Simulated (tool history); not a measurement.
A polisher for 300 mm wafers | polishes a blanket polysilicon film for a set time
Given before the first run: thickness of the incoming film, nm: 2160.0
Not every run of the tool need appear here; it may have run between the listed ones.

run,day,flow of slurry (ml/min),pressure of the wafer on the pad (psi),speed of the pad under the wafer (cm/s),polishing time (s),film removed (nm)
1,0,250,2.2,124,97,789.06
2,0.133,255,2.4,126,97,870.93
3,0.238,255,2.6,128,97,955.84
4,0.6,255,2.8,130,97,1045.4
5,0.892,260,2.9,132,97,1100.6
6,1.138,260,3,134,97,1148.8

Run 7 is up next; what results do you expect?
7,1.229,260,3.1,136,97,?

film removed (nm): 1205.7
